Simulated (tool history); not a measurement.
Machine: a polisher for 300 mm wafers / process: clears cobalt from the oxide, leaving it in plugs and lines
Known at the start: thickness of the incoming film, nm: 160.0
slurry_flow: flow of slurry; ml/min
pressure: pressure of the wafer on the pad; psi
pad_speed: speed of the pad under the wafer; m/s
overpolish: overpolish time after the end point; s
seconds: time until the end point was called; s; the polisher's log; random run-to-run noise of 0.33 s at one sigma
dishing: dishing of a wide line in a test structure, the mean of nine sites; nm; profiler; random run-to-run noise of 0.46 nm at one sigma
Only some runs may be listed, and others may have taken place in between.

run 1 hour=0.0 | slurry_flow=220 pressure=1.4 pad_speed=1.00 overpolish=21 | seconds=45.380 dishing=41.199
run 2 hour=8.4 | slurry_flow=225 pressure=1.5 pad_speed=1.00 overpolish=19 | seconds=41.862 dishing=39.370
run 3 hour=13.9 | slurry_flow=225 pressure=1.5 pad_speed=1.00 overpolish=24 | seconds=41.654 dishing=43.751
run 4 hour=16.4 | slurry_flow=230 pressure=1.6 pad_speed=1.00 overpolish=23 | seconds=38.812 dishing=44.252
run 5 hour=25.2 | slurry_flow=235 pressure=1.7 pad_speed=1.00 overpolish=22 | seconds=36.090 dishing=45.281
run 6 hour=28.0 | slurry_flow=235 pressure=1.7 pad_speed=1.00 overpolish=21 | seconds=36.239 dishing=44.531

Run 7 has not been measured yet. What should we expect?
run 7 hour=33.6 | slurry_flow=235 pressure=1.7 pad_speed=1.00 overpolish=21 | seconds=? dishing=?

{"run 7": {"seconds": 37.432, "dishing": 44.155}}
